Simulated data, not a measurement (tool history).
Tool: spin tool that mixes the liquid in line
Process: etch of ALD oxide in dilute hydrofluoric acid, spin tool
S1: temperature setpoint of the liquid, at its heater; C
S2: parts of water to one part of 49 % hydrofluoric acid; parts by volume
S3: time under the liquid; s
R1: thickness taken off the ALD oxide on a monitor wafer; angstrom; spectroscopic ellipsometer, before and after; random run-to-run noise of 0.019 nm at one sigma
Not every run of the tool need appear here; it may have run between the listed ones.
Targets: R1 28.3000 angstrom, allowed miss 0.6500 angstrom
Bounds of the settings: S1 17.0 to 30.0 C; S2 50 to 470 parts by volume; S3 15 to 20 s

{"run": 1, "day": 0.0, "S1": 22.0, "S2": 260, "S3": 20, "R1": 8.5739}
{"run": 2, "day": 0.138, "S1": 22.0, "S2": 260, "S3": 15, "R1": 6.3413}
{"run": 3, "day": 0.421, "S1": 23.0, "S2": 230, "S3": 15, "R1": 7.7386}
{"run": 4, "day": 0.717, "S1": 24.0, "S2": 205, "S3": 15, "R1": 9.086}
{"run": 5, "day": 1.033, "S1": 25.0, "S2": 185, "S3": 15, "R1": 10.786}
{"run": 6, "day": 1.071, "S1": 25.0, "S2": 140, "S3": 15, "R1": 15.221}
{"run": 7, "day": 1.271, "S1": 25.0, "S2": 130, "S3": 15, "R1": 16.404}
{"run": 8, "day": 1.621, "S1": 29.0, "S2": 50, "S3": 15, "R1": 55.421}
{"run": 9, "day": 1.704, "S1": 29.0, "S2": 50, "S3": 15, "R1": 55.73}
{"run": 10, "day": 1.871, "S1": 28.5, "S2": 50, "S3": 15, "R1": 54.968}
{"run": 11, "day": 1.996, "S1": 28.0, "S2": 50, "S3": 15, "R1": 53.681}
{"run": 12, "day": 2.046, "S1": 27.0, "S2": 50, "S3": 15, "R1": 50.886}
{"run": 13, "day": 2.138, "S1": 25.5, "S2": 50, "S3": 15, "R1": 47.996}
{"run": 14, "day": 2.254, "S1": 24.5, "S2": 55, "S3": 15, "R1": 42.492}
{"run": 15, "day": 2.488, "S1": 23.5, "S2": 55, "S3": 15, "R1": 40.254}
{"run": 16, "day": 2.7, "S1": 22.5, "S2": 55, "S3": 15, "R1": 38.709}
{"run": 17, "day": 3.046, "S1": 22.0, "S2": 55, "S3": 15, "R1": 37.975}
{"run": 18, "day": 3.171, "S1": 21.5, "S2": 55, "S3": 15, "R1": 36.417}
{"run": 19, "day": 3.317, "S1": 21.0, "S2": 55, "S3": 15, "R1": 36.216}
{"run": 20, "day": 3.646, "S1": 20.5, "S2": 55, "S3": 15, "R1": 35.347}
{"run": 21, "day": 3.733, "S1": 20.0, "S2": 55, "S3": 15, "R1": 34.683}
{"run": 22, "day": 3.921, "S1": 19.5, "S2": 55, "S3": 15, "R1": 34.0}
{"run": 23, "day": 4.067, "S1": 19.0, "S2": 55, "S3": 15, "R1": 33.225}
{"run": 24, "day": 4.267, "S1": 18.5, "S2": 55, "S3": 15, "R1": 32.467}

Of the 4 settings listed for the next run, only one would bring every result within its allowed miss of target. Which one?
{"run": "A", "day": 4.467, "S1": 18.0, "S2": 80, "S3": 20, "R1": "?"}
{"run": "B", "day": 4.467, "S1": 21.5, "S2": 95, "S3": 20, "R1": "?"}
{"run": "C", "day": 4.467, "S1": 18.5, "S2": 60, "S3": 15, "R1": "?"}
{"run": "D", "day": 4.467, "S1": 18.0, "S2": 85, "S3": 20, "R1": "?"}

move=A R1=28.3880
move=B R1=27.1770
move=C R1=29.6550
move=D R1=26.5720
A: every result within its allowed miss
B: carries the result that was furthest off beyond its target, to the other side
C: gains on the last run, yet a result remains outside its allowed miss
D: carries the result that was furthest off beyond its target, to the other side
A meets every target.

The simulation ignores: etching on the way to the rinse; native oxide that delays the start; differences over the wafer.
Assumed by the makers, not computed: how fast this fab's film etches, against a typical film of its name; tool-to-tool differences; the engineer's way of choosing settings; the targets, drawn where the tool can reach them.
